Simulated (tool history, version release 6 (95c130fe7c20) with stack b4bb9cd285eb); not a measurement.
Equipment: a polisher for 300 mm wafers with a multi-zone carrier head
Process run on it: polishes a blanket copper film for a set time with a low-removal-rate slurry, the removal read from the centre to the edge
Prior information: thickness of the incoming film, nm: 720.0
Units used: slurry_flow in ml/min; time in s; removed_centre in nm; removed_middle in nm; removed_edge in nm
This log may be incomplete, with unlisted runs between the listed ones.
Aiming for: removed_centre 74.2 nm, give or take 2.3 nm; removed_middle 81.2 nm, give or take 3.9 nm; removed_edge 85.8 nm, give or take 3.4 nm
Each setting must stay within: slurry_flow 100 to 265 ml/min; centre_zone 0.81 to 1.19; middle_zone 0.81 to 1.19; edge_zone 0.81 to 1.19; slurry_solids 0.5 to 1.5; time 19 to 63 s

run 1 day=0 | slurry_flow=170 centre_zone=1 middle_zone=1 edge_zone=1 slurry_solids=1 time=41 | removed_centre=93.951 removed_middle=97.668 removed_edge=99.833
run 2 day=0.258 | slurry_flow=170 centre_zone=1 middle_zone=0.96 edge_zone=1 slurry_solids=1 time=41 | removed_centre=93.669 removed_middle=92.473 removed_edge=99.275
run 3 day=0.321 | slurry_flow=170 centre_zone=1 middle_zone=0.96 edge_zone=1 slurry_solids=1 time=48 | removed_centre=110.61 removed_middle=109.19 removed_edge=117.76
run 4 day=0.658 | slurry_flow=200 centre_zone=1 middle_zone=0.96 edge_zone=1 slurry_solids=1 time=48 | removed_centre=118.3 removed_middle=114.27 removed_edge=120.89
run 5 day=0.717 | slurry_flow=195 centre_zone=0.98 middle_zone=0.95 edge_zone=0.98 slurry_solids=0.95 time=47 | removed_centre=108.71 removed_middle=109.56 removed_edge=117.76
run 6 day=0.808 | slurry_flow=190 centre_zone=0.98 middle_zone=0.95 edge_zone=0.97 slurry_solids=0.9 time=46 | removed_centre=103.41 removed_middle=103.74 removed_edge=111.17
run 7 day=1.062 | slurry_flow=185 centre_zone=0.98 middle_zone=0.95 edge_zone=0.95 slurry_solids=0.85 time=45 | removed_centre=99.977 removed_middle=97.182 removed_edge=103.67
run 8 day=1.296 | slurry_flow=175 centre_zone=0.96 middle_zone=0.95 edge_zone=0.93 slurry_solids=0.8 time=45 | removed_centre=95.5 removed_middle=97.636 removed_edge=102.39
run 9 day=1.579 | slurry_flow=170 centre_zone=0.95 middle_zone=0.94 edge_zone=0.92 slurry_solids=0.75 time=45 | removed_centre=91.534 removed_middle=91.128 removed_edge=98.379
run 10 day=1.917 | slurry_flow=160 centre_zone=0.94 middle_zone=0.94 edge_zone=0.91 slurry_solids=0.75 time=45 | removed_centre=88.394 removed_middle=90.548 removed_edge=98.008
run 11 day=2.025 | slurry_flow=155 centre_zone=0.93 middle_zone=0.94 edge_zone=0.9 slurry_solids=0.7 time=45 | removed_centre=84.348 removed_middle=89.325 removed_edge=95.622
run 12 day=2.288 | slurry_flow=150 centre_zone=0.93 middle_zone=0.94 edge_zone=0.89 slurry_solids=0.7 time=45 | removed_centre=84.734 removed_middle=87.855 removed_edge=93.089
run 13 day=2.525 | slurry_flow=145 centre_zone=0.92 middle_zone=0.94 edge_zone=0.89 slurry_solids=0.7 time=45 | removed_centre=81.713 removed_middle=87.159 removed_edge=93.503
run 14 day=2.817 | slurry_flow=120 centre_zone=0.9 middle_zone=0.93 edge_zone=0.82 slurry_solids=0.55 time=44 | removed_centre=66.774 removed_middle=73.78 removed_edge=79.411
run 15 day=3.133 | slurry_flow=170 centre_zone=0.91 middle_zone=0.94 edge_zone=0.86 slurry_solids=0.55 time=44 | removed_centre=79.685 removed_middle=84.129 removed_edge=87.429
run 16 day=3.204 | slurry_flow=165 centre_zone=0.91 middle_zone=0.94 edge_zone=0.86 slurry_solids=0.55 time=44 | removed_centre=78.78 removed_middle=83.051 removed_edge=85.56
run 17 day=3.562 | slurry_flow=160 centre_zone=0.91 middle_zone=0.94 edge_zone=0.86 slurry_solids=0.55 time=44 | removed_centre=77.149 removed_middle=82.518 removed_edge=86.164

Consider the 5 candidate settings below. Which is the only one whose results all fall within their allowed miss of target?
run A day=3.921 | slurry_flow=110 centre_zone=0.81 middle_zone=1.01 edge_zone=0.86 slurry_solids=0.7 time=49 | removed_centre=? removed_middle=? removed_edge=?
run B day=3.921 | slurry_flow=150 centre_zone=0.98 middle_zone=0.95 edge_zone=0.91 slurry_solids=0.5 time=46 | removed_centre=? removed_middle=? removed_edge=?
run C day=3.921 | slurry_flow=125 centre_zone=0.92 middle_zone=0.96 edge_zone=0.88 slurry_solids=0.7 time=44 | removed_centre=? removed_middle=? removed_edge=?
run D day=3.921 | slurry_flow=125 centre_zone=0.85 middle_zone=0.83 edge_zone=0.87 slurry_solids=0.6 time=45 | removed_centre=? removed_middle=? removed_edge=?
run E day=3.921 | slurry_flow=170 centre_zone=0.9 middle_zone=0.93 edge_zone=0.87 slurry_solids=0.55 time=44 | removed_centre=? removed_middle=? removed_edge=?

move=A removed_centre=67.331 removed_middle=88.829 removed_edge=93.502
move=B removed_centre=82.472 removed_middle=83.077 removed_edge=89.42
move=C removed_centre=74.024 removed_middle=81.264 removed_edge=87.952
move=D removed_centre=67.137 removed_middle=70.853 removed_edge=86.283
move=E removed_centre=77.977 removed_middle=83.551 removed_edge=88.822
A: moves the result that the last run missed by most past its target, out the other side
B: its largest miss is bigger than the last run's
C: all results in spec
D: moves the result that the last run missed by most past its target, out the other side
E: its largest miss is bigger than the last run's
Answer: C

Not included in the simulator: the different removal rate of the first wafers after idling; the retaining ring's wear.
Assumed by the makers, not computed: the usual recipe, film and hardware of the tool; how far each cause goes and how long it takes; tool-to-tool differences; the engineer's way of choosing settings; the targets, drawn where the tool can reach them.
